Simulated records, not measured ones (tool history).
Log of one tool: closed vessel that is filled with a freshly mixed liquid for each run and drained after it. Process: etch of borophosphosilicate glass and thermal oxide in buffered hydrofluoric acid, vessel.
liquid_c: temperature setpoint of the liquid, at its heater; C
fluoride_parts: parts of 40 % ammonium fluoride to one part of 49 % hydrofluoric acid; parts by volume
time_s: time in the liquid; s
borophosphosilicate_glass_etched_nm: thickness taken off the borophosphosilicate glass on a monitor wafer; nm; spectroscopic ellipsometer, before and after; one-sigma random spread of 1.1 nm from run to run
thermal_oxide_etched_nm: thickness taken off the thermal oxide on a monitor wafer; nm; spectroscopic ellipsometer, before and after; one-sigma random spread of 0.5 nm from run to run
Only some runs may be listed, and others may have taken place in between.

run	hour	liquid_c	fluoride_parts	time_s	borophosphosilicate_glass_etched_nm	thermal_oxide_etched_nm
1	0.0	22.0	11.5	60	121.56	49.322
2	2.6	22.0	9.5	60	144.28	58.310
3	9.4	24.0	9.5	60	162.07	64.290
4	16.2	25.0	9.0	60	175.80	70.523
5	25.1	26.5	9.0	60	190.98	76.521
6	30.3	26.5	9.0	40	128.53	51.138
7	39.0	27.5	8.0	40	150.95	60.803
8	48.3	30.0	5.0	40	272.43	108.400

Run 9 is up next; what results do you expect?
9	56.5	29.5	5.0	40	?	?

Run 9 gave borophosphosilicate_glass_etched_nm 265.79 nm, thermal_oxide_etched_nm 104.460 nm.
